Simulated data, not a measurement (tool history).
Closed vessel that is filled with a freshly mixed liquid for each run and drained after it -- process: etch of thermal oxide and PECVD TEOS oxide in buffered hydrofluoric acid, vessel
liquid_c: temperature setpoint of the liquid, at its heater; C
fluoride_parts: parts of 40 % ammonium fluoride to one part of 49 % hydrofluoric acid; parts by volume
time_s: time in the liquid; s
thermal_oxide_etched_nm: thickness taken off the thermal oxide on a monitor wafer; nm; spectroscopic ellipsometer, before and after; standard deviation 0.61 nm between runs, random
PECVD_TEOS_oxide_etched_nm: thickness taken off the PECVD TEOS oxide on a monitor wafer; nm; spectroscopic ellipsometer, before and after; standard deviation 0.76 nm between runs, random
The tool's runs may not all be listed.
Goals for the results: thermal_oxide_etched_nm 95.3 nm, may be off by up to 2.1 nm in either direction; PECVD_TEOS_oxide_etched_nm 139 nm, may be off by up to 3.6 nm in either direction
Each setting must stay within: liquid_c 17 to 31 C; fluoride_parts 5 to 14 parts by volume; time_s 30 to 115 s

run  hour  liquid_c  fluoride_parts  time_s  thermal_oxide_etched_nm  PECVD_TEOS_oxide_etched_nm
  1     0        23             8.5      60                    76.92                      110.87
  2   8.8        23             6.5      60                   101.62                       149.5
  3    12        23             6.5      50                   85.234                      124.73
  4  14.8        23             7.5      50                   73.639                      106.84
  5  16.4        23               9      50                   62.192                      89.407
  6  18.5      25.5               9      50                   70.886                      103.87
  7  26.3        27               9      50                   76.568                      111.42
     29.1  -- hydrofluoric acid flow meter replaced
  8  29.1      28.5               9      50                   87.117                      126.54
  9  36.5        29               9      50                   88.524                      130.46

Next run, 4 choices. One meets every target within its allowed miss, the rest don't. Which?
  A  43.9      26.5               7      50                        ?                           ?
  B  43.9        28               8      45                        ?                           ?
  C  43.9      30.5               6      35                        ?                           ?
  D  43.9      30.5               9      50                        ?                           ?

move  thermal_oxide_etched_nm  PECVD_TEOS_oxide_etched_nm
   A                   102.93                      149.85
   B                   86.879                      126.49
   C                   101.71                      148.08
   D                    96.92                       141.1
A: takes the biggest miss from the last run beyond its target
B: lands further from the targets than the last run did
C: takes the biggest miss from the last run beyond its target
D: every result lands within tolerance
D is the move that brings every result within its allowed miss.

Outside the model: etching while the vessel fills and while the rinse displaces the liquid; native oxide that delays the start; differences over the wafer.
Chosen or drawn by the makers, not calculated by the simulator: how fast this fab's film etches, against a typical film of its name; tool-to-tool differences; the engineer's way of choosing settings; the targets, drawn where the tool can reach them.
